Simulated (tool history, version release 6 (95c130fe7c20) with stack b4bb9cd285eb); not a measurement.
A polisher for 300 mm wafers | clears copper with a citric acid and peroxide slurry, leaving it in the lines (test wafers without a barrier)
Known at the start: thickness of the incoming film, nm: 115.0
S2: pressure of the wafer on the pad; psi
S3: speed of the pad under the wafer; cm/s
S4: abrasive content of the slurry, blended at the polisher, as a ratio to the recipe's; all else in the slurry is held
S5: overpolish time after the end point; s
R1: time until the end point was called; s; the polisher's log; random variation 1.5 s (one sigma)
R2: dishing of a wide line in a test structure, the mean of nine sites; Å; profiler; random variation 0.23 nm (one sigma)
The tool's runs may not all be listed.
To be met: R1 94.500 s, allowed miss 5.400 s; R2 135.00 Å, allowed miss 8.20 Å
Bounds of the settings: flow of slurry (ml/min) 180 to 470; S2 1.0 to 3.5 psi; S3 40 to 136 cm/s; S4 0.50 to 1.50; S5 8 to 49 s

run 1 day=0.000 | flow_of_slurry_(ml/min)=300 S2=2.2 S3=88 S4=1.00 S5=25 | R1=74.134 R2=260.04
run 2 day=0.104 | flow_of_slurry_(ml/min)=355 S2=2.2 S3=88 S4=1.00 S5=25 | R1=72.478 R2=258.21
run 3 day=0.212 | flow_of_slurry_(ml/min)=355 S2=2.1 S3=88 S4=1.00 S5=24 | R1=76.634 R2=239.96
run 4 day=0.254 | flow_of_slurry_(ml/min)=355 S2=2.1 S3=88 S4=0.80 S5=24 | R1=82.299 R2=232.56
run 5 day=0.454 | flow_of_slurry_(ml/min)=355 S2=2.0 S3=88 S4=0.80 S5=23 | R1=82.613 R2=214.56
run 6 day=0.812 | flow_of_slurry_(ml/min)=355 S2=1.9 S3=88 S4=0.80 S5=22 | R1=87.966 R2=202.51
run 7 day=0.946 | flow_of_slurry_(ml/min)=355 S2=1.9 S3=88 S4=0.80 S5=21 | R1=85.063 R2=192.23
run 8 day=1.179 | flow_of_slurry_(ml/min)=355 S2=1.8 S3=88 S4=0.80 S5=20 | R1=92.225 R2=171.48
run 9 day=1.442 | flow_of_slurry_(ml/min)=355 S2=1.8 S3=88 S4=0.80 S5=20 | R1=90.863 R2=171.47
run 10 day=1.542 | flow_of_slurry_(ml/min)=355 S2=1.8 S3=88 S4=0.80 S5=19 | R1=92.039 R2=164.03
run 11 day=1.717 | flow_of_slurry_(ml/min)=360 S2=1.7 S3=88 S4=0.85 S5=17 | R1=95.263 R2=145.49

5 next moves are on the table. One of them brings every result within its allowed miss. Which?
run A day=1.892 | flow_of_slurry_(ml/min)=355 S2=1.8 S3=84 S4=0.80 S5=18 | R1=? R2=?
run B day=1.892 | flow_of_slurry_(ml/min)=330 S2=1.4 S3=112 S4=1.20 S5=17 | R1=? R2=?
run C day=1.892 | flow_of_slurry_(ml/min)=330 S2=1.6 S3=94 S4=0.70 S5=16 | R1=? R2=?
run D day=1.892 | flow_of_slurry_(ml/min)=385 S2=2.0 S3=94 S4=0.70 S5=13 | R1=? R2=?
run E day=1.892 | flow_of_slurry_(ml/min)=370 S2=1.9 S3=94 S4=0.95 S5=13 | R1=? R2=?

move=A R1=92.833 R2=157.52
move=B R1=80.417 R2=169.58
move=C R1=93.762 R2=139.26
move=D R1=77.781 R2=137.15
move=E R1=77.451 R2=137.57
A: further off than the last run
B: further off than the last run
C: meets every target
D: brings the result that was furthest off to its target, and leaves another outside
E: brings the result that was furthest off to its target, and leaves another outside
Move C is the one to make.

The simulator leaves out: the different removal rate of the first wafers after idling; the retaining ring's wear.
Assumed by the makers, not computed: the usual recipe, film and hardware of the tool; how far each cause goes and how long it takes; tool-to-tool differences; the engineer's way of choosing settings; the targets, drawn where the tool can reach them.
